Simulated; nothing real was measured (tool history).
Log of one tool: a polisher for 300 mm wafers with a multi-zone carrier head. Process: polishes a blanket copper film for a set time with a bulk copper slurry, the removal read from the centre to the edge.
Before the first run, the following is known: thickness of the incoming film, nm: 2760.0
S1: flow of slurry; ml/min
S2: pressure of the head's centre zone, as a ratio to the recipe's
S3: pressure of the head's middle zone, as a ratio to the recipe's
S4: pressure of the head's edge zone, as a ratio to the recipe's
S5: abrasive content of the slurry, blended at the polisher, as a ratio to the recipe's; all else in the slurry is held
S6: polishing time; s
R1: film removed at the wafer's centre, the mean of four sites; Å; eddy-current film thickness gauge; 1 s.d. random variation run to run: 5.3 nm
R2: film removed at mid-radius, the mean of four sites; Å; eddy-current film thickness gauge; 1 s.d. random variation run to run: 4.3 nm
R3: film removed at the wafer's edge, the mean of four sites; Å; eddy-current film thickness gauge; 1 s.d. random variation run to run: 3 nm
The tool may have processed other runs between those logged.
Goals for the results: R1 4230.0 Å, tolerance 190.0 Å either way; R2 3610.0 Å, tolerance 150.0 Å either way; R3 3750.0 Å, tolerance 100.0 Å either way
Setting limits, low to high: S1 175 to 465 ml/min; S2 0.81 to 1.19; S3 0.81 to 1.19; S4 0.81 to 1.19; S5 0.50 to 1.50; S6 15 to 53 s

Run 1, hour 0.0: S1 295 ml/min, S2 1.00, S3 1.00, S4 1.00, S5 1.00, S6 34 s. Result: R1 3019.5 Å, R2 2937.6 Å, R3 2978.0 Å.
Run 2, hour 5.8: S1 295 ml/min, S2 1.00, S3 1.00, S4 1.00, S5 0.90, S6 34 s. Result: R1 2961.5 Å, R2 2886.7 Å, R3 2942.8 Å.
Run 3, hour 10.2: S1 305 ml/min, S2 1.04, S3 1.01, S4 1.04, S5 1.10, S6 35 s. Result: R1 3327.8 Å, R2 3129.5 Å, R3 3148.2 Å.
Run 4, hour 19.1: S1 305 ml/min, S2 1.04, S3 0.94, S4 1.04, S5 1.10, S6 35 s. Result: R1 3333.4 Å, R2 2941.5 Å, R3 3155.4 Å.
Run 5, hour 25.8: S1 305 ml/min, S2 0.98, S3 0.94, S4 1.04, S5 1.10, S6 35 s. Result: R1 3090.3 Å, R2 2933.0 Å, R3 3211.4 Å.
Run 6, hour 26.7: S1 305 ml/min, S2 0.98, S3 1.01, S4 1.04, S5 1.10, S6 35 s. Result: R1 3052.7 Å, R2 3055.1 Å, R3 3149.3 Å.
Run 7, hour 27.9: S1 305 ml/min, S2 0.98, S3 1.01, S4 1.04, S5 1.10, S6 35 s. Result: R1 3121.8 Å, R2 3113.7 Å, R3 3182.3 Å.
Run 8, hour 33.8: S1 310 ml/min, S2 1.02, S3 1.00, S4 1.07, S5 1.25, S6 36 s. Result: R1 3387.3 Å, R2 3282.0 Å, R3 3381.5 Å.

Exactly one of the 4 candidate moves below puts every result within its allowed miss. Which one?
Run A, hour 39.7: S1 355 ml/min, S2 1.19, S3 1.03, S4 1.07, S5 1.20, S6 42 s. Result: R1 ?, R2 ?, R3 ?.
Run B, hour 39.7: S1 305 ml/min, S2 1.06, S3 1.00, S4 1.10, S5 1.50, S6 39 s. Result: R1 ?, R2 ?, R3 ?.
Run C, hour 39.7: S1 230 ml/min, S2 1.15, S3 1.01, S4 0.99, S5 0.95, S6 48 s. Result: R1 ?, R2 ?, R3 ?.
Run D, hour 39.7: S1 315 ml/min, S2 1.12, S3 0.98, S4 1.02, S5 1.10, S6 42 s. Result: R1 ?, R2 ?, R3 ?.

move      R1      R2      R3
   A  4592.9  3920.8  3903.3
   B  3869.0  3627.4  3754.5
   C  4638.2  4052.9  4031.3
   D  4210.8  3670.4  3752.7
A: takes the biggest miss from the last run beyond its target
B: closer than the last run, but not yet in spec
C: takes the biggest miss from the last run beyond its target
D: hits every target within its allowed miss
Answer: D
